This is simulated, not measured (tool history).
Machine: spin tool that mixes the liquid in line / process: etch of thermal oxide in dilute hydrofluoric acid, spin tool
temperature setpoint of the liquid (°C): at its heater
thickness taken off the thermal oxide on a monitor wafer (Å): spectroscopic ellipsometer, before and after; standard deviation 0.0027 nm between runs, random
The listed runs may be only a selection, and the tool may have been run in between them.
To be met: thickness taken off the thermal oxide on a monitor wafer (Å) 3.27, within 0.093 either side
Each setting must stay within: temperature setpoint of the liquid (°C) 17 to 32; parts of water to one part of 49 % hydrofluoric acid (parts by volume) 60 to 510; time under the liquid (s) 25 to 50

run	hour	temperature setpoint of the liquid (°C)	parts of water to one part of 49 % hydrofluoric acid (parts by volume)	time under the liquid (s)	thickness taken off the thermal oxide on a monitor wafer (Å)
1	0	24	285	50	6.4369
2	1	24	220	50	8.8179
3	10	24	220	50	8.9207
4	14	22	275	50	6.2163
5	17.9	20.5	305	50	5.1375
6	23.5	19.5	330	50	4.5084
7	28.9	19	350	50	4.0593
8	30.5	18.5	360	50	3.8821
9	35.3	18	370	50	3.7309
10	36.2	17.5	380	50	3.4171

Consider the 5 candidate settings below. Which is the only one whose results all fall within their allowed miss of target?
A	37.1	17	415	50	?
B	37.1	17.5	430	50	?
C	37.1	18.5	370	50	?
D	37.1	17.5	385	50	?
E	37.1	17.5	335	40	?

move	thickness taken off the thermal oxide on a monitor wafer (Å)
A	3.0503
B	2.9625
C	3.7416
D	3.427
E	3.2805
A: takes the result that was furthest off past its target
B: takes the result that was furthest off past its target
C: lands further from the targets than the last run did
D: lands further from the targets than the last run did
E: every result lands within tolerance
Answer: E
